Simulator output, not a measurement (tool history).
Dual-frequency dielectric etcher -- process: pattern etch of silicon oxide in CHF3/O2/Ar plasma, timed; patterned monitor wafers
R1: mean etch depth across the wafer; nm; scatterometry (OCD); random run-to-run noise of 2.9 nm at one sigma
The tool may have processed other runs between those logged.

{"run": 1, "hour": 0.0, "source power (W)": 600, "bias power (W)": 230, "etch time (s)": 427.5, "R1": 883.14}
{"run": 2, "hour": 7.9, "source power (W)": 600, "bias power (W)": 230, "etch time (s)": 427.5, "R1": 883.9}
{"run": 3, "hour": 12.6, "source power (W)": 690, "bias power (W)": 230, "etch time (s)": 427.5, "R1": 953.53}
{"run": 4, "hour": 19.0, "source power (W)": 620, "bias power (W)": 228, "etch time (s)": 427.5, "R1": 896.23}
{"run": 5, "hour": 25.5, "source power (W)": 620, "bias power (W)": 228, "etch time (s)": 396.5, "R1": 832.97}
{"run": 6, "hour": 30.1, "source power (W)": 590, "bias power (W)": 227, "etch time (s)": 396.5, "R1": 807.41}
{"run": 7, "hour": 36.4, "source power (W)": 590, "bias power (W)": 227, "etch time (s)": 396.5, "R1": 810.74}

The next listed run, before its measurement:
{"run": 8, "hour": 44.9, "source power (W)": 570, "bias power (W)": 227, "etch time (s)": 396.5, "R1": "?"}

For run 8 the tool returned R1 789.66 nm.
